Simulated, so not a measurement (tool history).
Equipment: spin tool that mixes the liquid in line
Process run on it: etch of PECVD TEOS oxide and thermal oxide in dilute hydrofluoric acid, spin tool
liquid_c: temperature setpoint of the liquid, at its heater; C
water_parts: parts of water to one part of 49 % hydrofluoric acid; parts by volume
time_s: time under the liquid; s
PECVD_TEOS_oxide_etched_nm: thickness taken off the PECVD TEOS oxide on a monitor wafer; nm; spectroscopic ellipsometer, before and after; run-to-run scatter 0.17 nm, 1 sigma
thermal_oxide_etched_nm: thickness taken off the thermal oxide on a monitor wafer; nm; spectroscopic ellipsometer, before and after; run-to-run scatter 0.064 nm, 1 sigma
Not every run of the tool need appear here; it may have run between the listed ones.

Run 1, hour 0: liquid_c 23 C, water_parts 285 parts by volume, time_s 180 s. Result: PECVD_TEOS_oxide_etched_nm 9.0017 nm, thermal_oxide_etched_nm 2.128 nm.
Run 2, hour 3.8: liquid_c 24 C, water_parts 270 parts by volume, time_s 180 s. Result: PECVD_TEOS_oxide_etched_nm 9.8642 nm, thermal_oxide_etched_nm 2.3759 nm.
Run 3, hour 10.2: liquid_c 24 C, water_parts 270 parts by volume, time_s 155 s. Result: PECVD_TEOS_oxide_etched_nm 8.7231 nm, thermal_oxide_etched_nm 2.0512 nm.
Run 4, hour 13.6: liquid_c 24 C, water_parts 190 parts by volume, time_s 155 s. Result: PECVD_TEOS_oxide_etched_nm 13.484 nm, thermal_oxide_etched_nm 3.1686 nm.
Run 5, hour 22: liquid_c 24 C, water_parts 240 parts by volume, time_s 155 s. Result: PECVD_TEOS_oxide_etched_nm 10.024 nm, thermal_oxide_etched_nm 2.3692 nm.
Run 6, hour 23.6: liquid_c 20.5 C, water_parts 240 parts by volume, time_s 155 s. Result: PECVD_TEOS_oxide_etched_nm 8.9224 nm, thermal_oxide_etched_nm 2.0452 nm.
Run 7, hour 26.2: liquid_c 21.5 C, water_parts 230 parts by volume, time_s 155 s. Result: PECVD_TEOS_oxide_etched_nm 9.4838 nm, thermal_oxide_etched_nm 2.3202 nm.
Run 8, hour 32.5: liquid_c 22.5 C, water_parts 220 parts by volume, time_s 155 s. Result: PECVD_TEOS_oxide_etched_nm 10.566 nm, thermal_oxide_etched_nm 2.524 nm.
Run 9, hour 41.1: liquid_c 23.5 C, water_parts 215 parts by volume, time_s 155 s. Result: PECVD_TEOS_oxide_etched_nm 11.26 nm, thermal_oxide_etched_nm 2.7153 nm.
Run 10, hour 49.3: liquid_c 24 C, water_parts 210 parts by volume, time_s 155 s. Result: PECVD_TEOS_oxide_etched_nm 11.731 nm, thermal_oxide_etched_nm 2.7658 nm.
Run 11, hour 51.3: liquid_c 28 C, water_parts 100 parts by volume, time_s 160 s. Result: PECVD_TEOS_oxide_etched_nm 33.7 nm, thermal_oxide_etched_nm 8.1539 nm.

Run 12, settings as shown, results not yet in. Your forecast:
Run 12, hour 54.2: liquid_c 28 C, water_parts 100 parts by volume, time_s 160 s. Result: PECVD_TEOS_oxide_etched_nm ?, thermal_oxide_etched_nm ?.

Run 12 measured PECVD_TEOS_oxide_etched_nm 34.355 nm, thermal_oxide_etched_nm 8.1374 nm.

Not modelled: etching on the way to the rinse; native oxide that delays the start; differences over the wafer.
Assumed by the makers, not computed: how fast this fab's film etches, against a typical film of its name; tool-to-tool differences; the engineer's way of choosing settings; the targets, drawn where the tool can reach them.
